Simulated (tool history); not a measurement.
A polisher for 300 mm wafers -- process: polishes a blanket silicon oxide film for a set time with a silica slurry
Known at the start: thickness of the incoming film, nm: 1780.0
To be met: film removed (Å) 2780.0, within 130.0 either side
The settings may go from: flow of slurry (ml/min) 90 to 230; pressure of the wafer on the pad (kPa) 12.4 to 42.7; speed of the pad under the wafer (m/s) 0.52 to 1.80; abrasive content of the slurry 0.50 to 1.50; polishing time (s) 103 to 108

run  hour  flow of slurry (ml/min)  pressure of the wafer on the pad (kPa)  speed of the pad under the wafer (m/s)  abrasive content of the slurry  polishing time (s)  film removed (Å)
  1   0.0                      150                                    27.6                                    1.16                            1.00                 103            3663.6
  2   1.2                      150                                    26.2                                    1.16                            1.00                 103            3476.6
  3   9.5                      150                                    25.5                                    1.16                            1.00                 103            3291.0
  4  12.7                      150                                    24.8                                    1.16                            1.00                 103            3294.5
  5  14.4                      150                                    24.1                                    1.16                            1.00                 103            3201.7
  6  17.4                      150                                    24.1                                    1.16                            1.10                 103            3443.1
     20.9  -- worn pad replaced by a new one
  7  20.9                      150                                    23.4                                    1.16                            1.10                 103            3447.4
  8  29.6                      150                                    23.4                                    1.16                            1.10                 103            3479.5
  9  30.8                      150                                    22.8                                    1.16                            1.10                 103            3439.3
 10  32.7                      150                                    21.4                                    1.16                            1.10                 103            3289.2

4 candidate next runs follow, results not yet known. Just one meets every target within its allowed miss. Identify it.
  A  34.6                      165                                    22.8                                    1.04                            0.95                 103                 ?
  B  34.6                      150                                    21.4                                    1.42                            1.10                 106                 ?
  C  34.6                      170                                    20.0                                    1.00                            1.05                 103                 ?
  D  34.6                      140                                    18.6                                    1.20                            1.20                 103                 ?

move  film removed (Å)
   A            3051.8
   B            3863.0
   C            2824.4
   D            3104.6
A: nearer the targets than the last run, but a result is still out of spec
B: moves away from the targets compared with the last run
C: all results land within tolerance of their targets
D: nearer the targets than the last run, but a result is still out of spec
C is the move that brings every result within its allowed miss.

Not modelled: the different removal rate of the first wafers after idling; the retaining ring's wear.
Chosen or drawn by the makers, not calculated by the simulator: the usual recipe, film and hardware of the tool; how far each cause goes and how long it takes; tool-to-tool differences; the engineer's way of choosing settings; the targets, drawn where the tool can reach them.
